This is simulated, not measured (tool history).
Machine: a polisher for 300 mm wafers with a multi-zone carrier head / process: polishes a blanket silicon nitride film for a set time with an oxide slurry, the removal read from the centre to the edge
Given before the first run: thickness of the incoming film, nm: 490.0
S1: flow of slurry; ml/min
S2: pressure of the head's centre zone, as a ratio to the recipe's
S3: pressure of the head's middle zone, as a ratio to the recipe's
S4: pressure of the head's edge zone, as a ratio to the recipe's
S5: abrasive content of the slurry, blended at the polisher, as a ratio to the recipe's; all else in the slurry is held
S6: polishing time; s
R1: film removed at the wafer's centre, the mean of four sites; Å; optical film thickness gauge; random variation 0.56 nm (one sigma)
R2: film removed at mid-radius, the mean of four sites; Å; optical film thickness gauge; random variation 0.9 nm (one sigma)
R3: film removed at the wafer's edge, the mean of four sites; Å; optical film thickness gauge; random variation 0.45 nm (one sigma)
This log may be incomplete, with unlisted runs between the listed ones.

run,hour,S1,S2,S3,S4,S5,S6,R1,R2,R3
1,0,135,1,1,1,1,55,421.43,421.28,426.43
2,4.5,150,1,1,1,1,55,427.94,427.94,428.68
3,10.9,155,1.02,1.04,1.02,1.1,57,473.53,479.74,463.32
4,12.5,170,1.02,1.04,1.02,1.1,57,475.39,477.2,472.52
5,17.4,170,1.03,1.07,1.03,1.2,60,522.31,540,511
6,20.4,170,1.09,1.07,1.03,1.2,60,560.66,526.68,514.66
7,26.9,170,1.09,1.09,1.04,1.25,62,581.08,569.46,540.49
8,33.3,170,1.09,1.09,1.04,1.25,62,582.8,574.65,539.54
9,40.6,170,1.1,1.11,1.06,1.3,63,598.39,598.84,558.78
10,46.2,175,1.11,1.12,1.07,1.35,64,636.73,627.46,582.32
11,51.8,180,1.11,1.13,1.08,1.4,65,659.38,652.98,597.46
12,55.7,180,1.11,1.14,1.09,1.4,66,664.68,663.38,616.14
13,62.2,180,1.11,1.15,1.09,1.4,67,673.82,666.11,619.73
14,66,180,1.1,1.16,1.08,1.4,68,678.46,687.98,622.52

Predict the results of run 15:
15,74,180,1.1,1.17,1.08,1.4,69,?,?,?

R1: 688 Å
R2: 699.37 Å
R3: 637.33 Å
